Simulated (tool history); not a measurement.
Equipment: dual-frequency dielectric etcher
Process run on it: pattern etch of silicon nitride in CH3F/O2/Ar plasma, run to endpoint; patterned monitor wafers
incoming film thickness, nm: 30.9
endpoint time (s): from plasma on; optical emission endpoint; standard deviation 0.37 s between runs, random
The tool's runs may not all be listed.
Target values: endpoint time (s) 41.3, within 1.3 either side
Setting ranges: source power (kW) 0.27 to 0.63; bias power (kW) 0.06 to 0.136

Run 1, hour 0: source power (kW) 0.45, bias power (kW) 0.098. Result: endpoint time (s) 36.213.
Run 2, hour 4.8: source power (kW) 0.45, bias power (kW) 0.092. Result: endpoint time (s) 35.845.
Run 3, hour 10.4: source power (kW) 0.45, bias power (kW) 0.106. Result: endpoint time (s) 35.272.
Run 4, hour 18.3: source power (kW) 0.4, bias power (kW) 0.106. Result: endpoint time (s) 37.181.
Run 5, hour 20.8: source power (kW) 0.4, bias power (kW) 0.09. Result: endpoint time (s) 39.133.
Run 6, hour 29.1: source power (kW) 0.4, bias power (kW) 0.106. Result: endpoint time (s) 37.277.
Run 7, hour 29.9: source power (kW) 0.31, bias power (kW) 0.094. Result: endpoint time (s) 43.969.
Run 8, hour 33.2: source power (kW) 0.32, bias power (kW) 0.095. Result: endpoint time (s) 42.809.
Run 9, hour 40.5: source power (kW) 0.33, bias power (kW) 0.095. Result: endpoint time (s) 42.479.

Exactly one of the 5 candidate moves below puts every result within its allowed miss. Which one?
Run A, hour 47.8: source power (kW) 0.29, bias power (kW) 0.091. Result: endpoint time (s) ?.
Run B, hour 47.8: source power (kW) 0.32, bias power (kW) 0.094. Result: endpoint time (s) ?.
Run C, hour 47.8: source power (kW) 0.3, bias power (kW) 0.097. Result: endpoint time (s) ?.
Run D, hour 47.8: source power (kW) 0.34, bias power (kW) 0.103. Result: endpoint time (s) ?.
Run E, hour 47.8: source power (kW) 0.29, bias power (kW) 0.113. Result: endpoint time (s) ?.

move  endpoint time (s)
   A             46.081
   B             43.119
   C             44.391
   D             40.659
   E             43.405
A: lands further from the targets than the last run did
B: lands further from the targets than the last run did
C: lands further from the targets than the last run did
D: each result inside its tolerance
E: lands further from the targets than the last run did
The right move is D.

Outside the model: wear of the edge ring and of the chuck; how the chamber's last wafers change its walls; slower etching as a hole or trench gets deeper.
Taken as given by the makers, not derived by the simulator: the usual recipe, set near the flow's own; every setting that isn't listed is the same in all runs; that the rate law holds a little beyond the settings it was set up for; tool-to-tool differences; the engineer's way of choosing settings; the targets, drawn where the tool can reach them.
